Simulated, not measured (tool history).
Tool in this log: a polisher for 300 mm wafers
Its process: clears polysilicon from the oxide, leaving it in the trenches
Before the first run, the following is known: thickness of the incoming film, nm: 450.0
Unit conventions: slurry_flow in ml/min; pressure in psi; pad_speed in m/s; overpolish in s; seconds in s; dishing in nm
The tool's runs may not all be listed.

run  hour  slurry_flow  pressure  pad_speed  overpolish  seconds  dishing
  1   0.0          125       1.7       0.82          14   59.201   55.164
  2   5.6          120       1.4       0.80          16   74.507   52.288
  3  11.4          120       1.4       0.80          12   75.176   44.625
  4  18.5          115       1.2       0.78          15   89.361   47.436
  5  26.7          110       1.1       0.78          16  100.100   45.336
  6  34.3          110       1.1       0.78          21   99.835   52.706
  7  37.2          105       1.1       0.78          21  101.660   51.599

Run 8, settings as shown, results not yet in. Your forecast:
  8  42.7          100       1.1       0.78          21        ?        ?

Run 8 produced seconds 99.508 s, dishing 52.175 nm.

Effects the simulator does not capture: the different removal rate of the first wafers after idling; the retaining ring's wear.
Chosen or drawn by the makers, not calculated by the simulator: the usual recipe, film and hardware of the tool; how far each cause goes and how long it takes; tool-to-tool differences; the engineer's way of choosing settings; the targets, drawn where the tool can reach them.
